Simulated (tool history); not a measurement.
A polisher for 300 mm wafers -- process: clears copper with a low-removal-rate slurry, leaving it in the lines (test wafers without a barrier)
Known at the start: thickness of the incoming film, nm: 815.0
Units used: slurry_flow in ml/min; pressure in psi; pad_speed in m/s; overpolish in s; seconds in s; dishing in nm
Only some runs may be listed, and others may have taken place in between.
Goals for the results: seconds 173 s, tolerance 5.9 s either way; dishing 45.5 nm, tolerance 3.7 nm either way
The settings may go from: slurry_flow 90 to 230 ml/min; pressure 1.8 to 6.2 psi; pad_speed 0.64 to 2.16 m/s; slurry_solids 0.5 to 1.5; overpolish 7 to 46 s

run,hour,slurry_flow,pressure,pad_speed,slurry_solids,overpolish,seconds,dishing
1,0,150,4,1.4,1,24,137.55,73.573
2,8.7,150,3.9,1.4,1,23,142.96,70.231
3,15.3,150,4.3,1.4,1,23,129.08,74.992
4,19,150,4.3,1.7,1,23,106.81,80.797
5,21.1,150,4.3,1.7,1,15,106.94,61.215
6,29.7,150,4.1,1.7,1,15,112.87,62.734
7,38.4,150,3.9,1.7,1,14,119.36,53.587
8,44.1,150,3.8,1.7,1,15,120.56,57.542
# hour 48.5: head pressure recalibrated
9,48.5,150,3.6,1.7,1,15,115.98,60.618
10,53.1,150,3.4,1.66,1,15,125.65,56.371
11,59.5,150,3.2,1.64,1,15,135.43,54.234
12,67.9,150,3.1,1.64,1,15,139.41,51.485
13,70.4,130,2.2,1.62,1,17,200.55,41.8

Which single option among these 5 for the next run brings every result within its allowed miss of target? Just one does.
A,72.9,120,2.5,1.46,1.2,17,?,?
B,72.9,170,2.2,1.62,1.15,18,?,?
C,72.9,125,2.6,1.62,1,12,?,?
D,72.9,130,2.3,1.82,1.05,16,?,?
E,72.9,150,2.2,1.74,0.85,18,?,?

move,seconds,dishing
A,190.75,43.663
B,184.13,46.328
C,171.04,36.191
D,169.77,45.256
E,185.78,46.022
A: an improvement on the last run, though not all results are within tolerance
B: an improvement on the last run, though not all results are within tolerance
C: the furthest-off result lands on target, but another misses its tolerance
D: all results land within tolerance of their targets
E: an improvement on the last run, though not all results are within tolerance
D is the move that brings every result within its allowed miss.

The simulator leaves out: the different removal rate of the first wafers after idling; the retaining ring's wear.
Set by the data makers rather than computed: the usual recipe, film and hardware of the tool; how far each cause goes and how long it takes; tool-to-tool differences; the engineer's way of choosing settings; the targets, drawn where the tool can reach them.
